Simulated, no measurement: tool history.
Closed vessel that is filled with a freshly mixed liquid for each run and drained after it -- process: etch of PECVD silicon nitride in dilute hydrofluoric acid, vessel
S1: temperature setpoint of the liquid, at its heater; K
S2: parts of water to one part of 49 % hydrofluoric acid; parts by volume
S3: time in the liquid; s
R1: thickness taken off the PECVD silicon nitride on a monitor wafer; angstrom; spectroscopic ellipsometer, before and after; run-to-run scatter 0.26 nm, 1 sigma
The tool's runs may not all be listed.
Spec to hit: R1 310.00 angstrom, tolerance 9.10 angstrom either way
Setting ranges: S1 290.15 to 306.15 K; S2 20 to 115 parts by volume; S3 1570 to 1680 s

run 1 hour=0.0 | S1=298.15 S2=65 S3=1570 | R1=715.38
run 2 hour=9.1 | S1=295.65 S2=70 S3=1570 | R1=565.64
run 3 hour=16.7 | S1=293.65 S2=75 S3=1570 | R1=461.49
run 4 hour=25.2 | S1=295.65 S2=75 S3=1570 | R1=521.13
run 5 hour=34.0 | S1=295.65 S2=75 S3=1680 | R1=562.32
-- hour=37.1 hydrofluoric acid flow meter replaced
run 6 hour=37.1 | S1=295.65 S2=85 S3=1680 | R1=537.51
run 7 hour=46.4 | S1=293.65 S2=90 S3=1680 | R1=438.20
run 8 hour=52.8 | S1=292.65 S2=95 S3=1680 | R1=390.30
run 9 hour=55.1 | S1=291.65 S2=95 S3=1680 | R1=367.41
run 10 hour=56.3 | S1=291.15 S2=95 S3=1680 | R1=353.11

Pick the move, out of 5, that brings all results within their allowed miss; only one does.
run A hour=57.5 | S1=292.65 S2=90 S3=1655 | R1=?
run B hour=57.5 | S1=290.15 S2=100 S3=1585 | R1=?
run C hour=57.5 | S1=291.15 S2=100 S3=1615 | R1=?
run D hour=57.5 | S1=292.15 S2=100 S3=1595 | R1=?
run E hour=57.5 | S1=290.15 S2=100 S3=1680 | R1=?

move=A R1=406.97
move=B R1=295.95
move=C R1=323.24
move=D R1=342.01
move=E R1=313.68
A: further off than the last run
B: moves the result that the last run missed by most past its target, out the other side
C: closes in on the targets versus the last run, not all within tolerance yet
D: closes in on the targets versus the last run, not all within tolerance yet
E: hits every target within its allowed miss
Go with E: it meets all targets.
